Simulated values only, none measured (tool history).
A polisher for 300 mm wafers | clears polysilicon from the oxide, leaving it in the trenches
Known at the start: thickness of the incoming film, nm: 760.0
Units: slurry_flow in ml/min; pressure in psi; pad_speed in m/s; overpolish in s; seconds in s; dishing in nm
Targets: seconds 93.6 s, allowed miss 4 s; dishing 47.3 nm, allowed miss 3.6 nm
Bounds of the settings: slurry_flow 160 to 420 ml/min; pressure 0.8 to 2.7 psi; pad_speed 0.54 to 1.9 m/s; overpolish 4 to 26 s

| run | hour | slurry_flow | pressure | pad_speed | overpolish | seconds | dishing |
|---|---|---|---|---|---|---|---|
| 1 | 0 | 270 | 1.7 | 1.22 | 13 | 81.704 | 48.509 |
| 2 | 5.9 | 270 | 1.7 | 1.22 | 10 | 81.1 | 44.814 |
| 3 | 8.1 | 305 | 1.7 | 1.22 | 10 | 80.117 | 46.101 |
| 4 | 12 | 360 | 1.7 | 1.22 | 10 | 79.688 | 45.785 |
| 5 | 17.4 | 360 | 1.7 | 1.22 | 6 | 77.75 | 38.864 |
| 6 | 22.2 | 295 | 1.7 | 1.22 | 6 | 78.912 | 39.325 |
| 7 | 27.4 | 255 | 1.4 | 1.2 | 12 | 97.724 | 45.763 |
| 8 | 29.4 | 255 | 1.4 | 1.2 | 13 | 97.645 | 44.032 |

5 next moves are on the table. One of them brings every result within its allowed miss. Which?
| A | 31.4 | 290 | 1.3 | 1.2 | 16 | ? | ? |
| B | 31.4 | 300 | 1.1 | 1.38 | 19 | ? | ? |
| C | 31.4 | 300 | 1.4 | 1.22 | 15 | ? | ? |
| D | 31.4 | 260 | 1.3 | 1.2 | 9 | ? | ? |
| E | 31.4 | 330 | 1 | 1.44 | 9 | ? | ? |

| move | seconds | dishing |
|---|---|---|
| A | 101.83 | 47.36 |
| B | 101.33 | 48.527 |
| C | 93.763 | 47.499 |
| D | 103.6 | 40.088 |
| E | 103.5 | 40.105 |
A: further off than the last run
B: further off than the last run
C: meets every target
D: further off than the last run
E: further off than the last run
The right move is C.
